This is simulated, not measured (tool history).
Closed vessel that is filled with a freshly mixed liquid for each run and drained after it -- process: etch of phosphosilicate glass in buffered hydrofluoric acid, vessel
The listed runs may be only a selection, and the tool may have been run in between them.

run,hour,temperature setpoint of the liquid (°C),parts of 40 % ammonium fluoride to one part of 49 % hydrofluoric acid (parts by volume),time in the liquid (s),thickness taken off the phosphosilicate glass on a monitor wafer (angstrom)
1,0,20,16,100,2289.1
2,8.8,19,17,100,2032.7
3,15.6,18.5,17.5,100,1946
4,17.1,18.5,13.5,100,2492.3
5,23.1,17,13.5,100,2302.5
6,26.8,17,15,100,2070.8

What will run 7 give?
7,30.3,17,16,100,?

{"run 7": {"thickness taken off the phosphosilicate glass on a monitor wafer (angstrom)": 1934.4}}
